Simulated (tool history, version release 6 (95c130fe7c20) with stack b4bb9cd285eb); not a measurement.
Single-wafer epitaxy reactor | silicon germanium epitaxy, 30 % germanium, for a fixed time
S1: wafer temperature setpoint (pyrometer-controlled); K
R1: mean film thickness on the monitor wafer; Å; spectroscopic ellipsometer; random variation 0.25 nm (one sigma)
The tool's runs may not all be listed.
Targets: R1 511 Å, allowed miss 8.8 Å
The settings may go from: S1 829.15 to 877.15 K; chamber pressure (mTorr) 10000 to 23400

Run 1, hour 0: S1 853.15 K, chamber pressure (mTorr) 16700. Result: R1 393.2 Å.
Run 2, hour 1.5: S1 853.15 K, chamber pressure (mTorr) 14700. Result: R1 376.2 Å.
Run 3, hour 7.4: S1 855.15 K, chamber pressure (mTorr) 14700. Result: R1 389.66 Å.
Run 4, hour 14.4: S1 859.15 K, chamber pressure (mTorr) 14700. Result: R1 427.02 Å.
Run 5, hour 19.3: S1 859.15 K, chamber pressure (mTorr) 13000. Result: R1 411.73 Å.
Run 6, hour 22.4: S1 859.15 K, chamber pressure (mTorr) 14500. Result: R1 428.6 Å.
Run 7, hour 25.1: S1 860.15 K, chamber pressure (mTorr) 14500. Result: R1 437.94 Å.
Run 8, hour 28.5: S1 861.15 K, chamber pressure (mTorr) 14500. Result: R1 446.78 Å.
Run 9, hour 34.9: S1 861.15 K, chamber pressure (mTorr) 14500. Result: R1 446.24 Å.

Which of these 4 next moves meets every target?
Run A, hour 41.3: S1 862.15 K, chamber pressure (mTorr) 17100. Result: R1 ?.
Run B, hour 41.3: S1 872.15 K, chamber pressure (mTorr) 12100. Result: R1 ?.
Run C, hour 41.3: S1 871.15 K, chamber pressure (mTorr) 10900. Result: R1 ?.
Run D, hour 41.3: S1 864.15 K, chamber pressure (mTorr) 16000. Result: R1 ?.

move      R1
   A  476.39
   B  535.15
   C  510.58
   D  487.79
A: nearer than the last run, and not there yet
B: takes the result that was furthest off past its target
C: meets every target
D: nearer than the last run, and not there yet
Move C is the one to make.
